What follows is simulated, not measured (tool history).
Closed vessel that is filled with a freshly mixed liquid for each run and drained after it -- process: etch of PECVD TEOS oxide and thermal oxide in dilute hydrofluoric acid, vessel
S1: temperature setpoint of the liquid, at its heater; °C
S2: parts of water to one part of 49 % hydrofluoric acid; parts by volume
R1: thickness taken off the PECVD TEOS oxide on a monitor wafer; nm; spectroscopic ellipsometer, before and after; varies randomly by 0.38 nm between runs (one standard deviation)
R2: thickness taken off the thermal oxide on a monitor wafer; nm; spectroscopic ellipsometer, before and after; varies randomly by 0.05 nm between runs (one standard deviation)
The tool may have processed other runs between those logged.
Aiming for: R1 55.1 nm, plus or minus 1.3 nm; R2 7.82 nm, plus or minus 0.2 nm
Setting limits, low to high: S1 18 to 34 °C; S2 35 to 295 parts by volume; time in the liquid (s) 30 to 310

{"run": 1, "day": 0.0, "S1": 26, "S2": 165, "time in the liquid (s)": 160, "R1": 30.055, "R2": 4.3369}
{"run": 2, "day": 0.171, "S1": 27.5, "S2": 160, "time in the liquid (s)": 160, "R1": 33.429, "R2": 4.7035}
{"run": 3, "day": 0.5, "S1": 29.5, "S2": 160, "time in the liquid (s)": 160, "R1": 36.14, "R2": 5.0646}
{"run": 4, "day": 0.571, "S1": 30, "S2": 155, "time in the liquid (s)": 160, "R1": 37.689, "R2": 5.3628}
{"run": 5, "day": 0.65, "S1": 31.5, "S2": 155, "time in the liquid (s)": 160, "R1": 40.006, "R2": 5.6814}
{"run": 6, "day": 0.867, "S1": 32, "S2": 150, "time in the liquid (s)": 160, "R1": 42.218, "R2": 6.0057}
{"run": 7, "day": 0.933, "S1": 32.5, "S2": 145, "time in the liquid (s)": 160, "R1": 44.796, "R2": 6.3521}
{"run": 8, "day": 1.212, "S1": 32.5, "S2": 140, "time in the liquid (s)": 160, "R1": 46.525, "R2": 6.712}
{"run": 9, "day": 1.321, "S1": 33, "S2": 135, "time in the liquid (s)": 160, "R1": 49.355, "R2": 6.9625}
{"run": 10, "day": 1.558, "S1": 33.5, "S2": 130, "time in the liquid (s)": 160, "R1": 52.622, "R2": 7.4571}
{"day": 1.85, "done": "thermometer replaced"}
{"run": 11, "day": 1.85, "S1": 34, "S2": 130, "time in the liquid (s)": 160, "R1": 50.812, "R2": 7.2807}
{"run": 12, "day": 1.896, "S1": 34, "S2": 125, "time in the liquid (s)": 160, "R1": 52.886, "R2": 7.6583}

Which of these 4 next moves meets every target?
{"run": "A", "day": 1.942, "S1": 34, "S2": 50, "time in the liquid (s)": 55, "R1": "?", "R2": "?"}
{"run": "B", "day": 1.942, "S1": 34, "S2": 110, "time in the liquid (s)": 135, "R1": "?", "R2": "?"}
{"run": "C", "day": 1.942, "S1": 30, "S2": 140, "time in the liquid (s)": 220, "R1": "?", "R2": "?"}
{"run": "D", "day": 1.942, "S1": 31.5, "S2": 80, "time in the liquid (s)": 100, "R1": "?", "R2": "?"}

move=A R1=51.843 R2=7.2923
move=B R1=52.529 R2=7.3887
move=C R1=55.808 R2=7.8499
move=D R1=51.084 R2=7.1855
A: lands further from the targets than the last run did
B: lands further from the targets than the last run did
C: every result lands within tolerance
D: lands further from the targets than the last run did
Correct choice: C, which meets every target
